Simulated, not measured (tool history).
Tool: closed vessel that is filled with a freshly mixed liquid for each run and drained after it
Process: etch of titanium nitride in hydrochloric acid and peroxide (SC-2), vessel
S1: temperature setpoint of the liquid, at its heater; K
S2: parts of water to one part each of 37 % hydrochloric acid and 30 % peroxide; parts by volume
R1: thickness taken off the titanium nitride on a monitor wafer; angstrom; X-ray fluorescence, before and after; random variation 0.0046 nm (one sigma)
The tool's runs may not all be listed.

{"run": 1, "hour": 0.0, "S1": 323.15, "S2": 9, "time in the liquid (s)": 80, "R1": 26.752}
{"run": 2, "hour": 1.4, "S1": 329.65, "S2": 9, "time in the liquid (s)": 80, "R1": 40.778}
{"run": 3, "hour": 3.1, "S1": 326.65, "S2": 9, "time in the liquid (s)": 80, "R1": 33.728}
{"run": 4, "hour": 7.7, "S1": 326.65, "S2": 9, "time in the liquid (s)": 80, "R1": 33.564}
{"run": 5, "hour": 8.7, "S1": 330.15, "S2": 9, "time in the liquid (s)": 80, "R1": 41.933}
{"run": 6, "hour": 9.9, "S1": 330.15, "S2": 12, "time in the liquid (s)": 80, "R1": 33.065}
{"run": 7, "hour": 13.0, "S1": 327.65, "S2": 12, "time in the liquid (s)": 80, "R1": 28.221}
{"run": 8, "hour": 15.5, "S1": 325.65, "S2": 12, "time in the liquid (s)": 80, "R1": 24.641}
{"run": 9, "hour": 21.6, "S1": 324.15, "S2": 12, "time in the liquid (s)": 80, "R1": 22.318}
{"run": 10, "hour": 27.8, "S1": 322.65, "S2": 12, "time in the liquid (s)": 80, "R1": 20.323}
{"run": 11, "hour": 29.9, "S1": 321.65, "S2": 12, "time in the liquid (s)": 80, "R1": 18.898}
{"run": 12, "hour": 33.0, "S1": 320.65, "S2": 12, "time in the liquid (s)": 80, "R1": 17.728}
{"run": 13, "hour": 39.4, "S1": 320.15, "S2": 12, "time in the liquid (s)": 80, "R1": 17.087}

Run 14 comes next. What will it give?
{"run": 14, "hour": 48.0, "S1": 319.65, "S2": 12, "time in the liquid (s)": 80, "R1": "?"}

R1: 16.577 angstrom
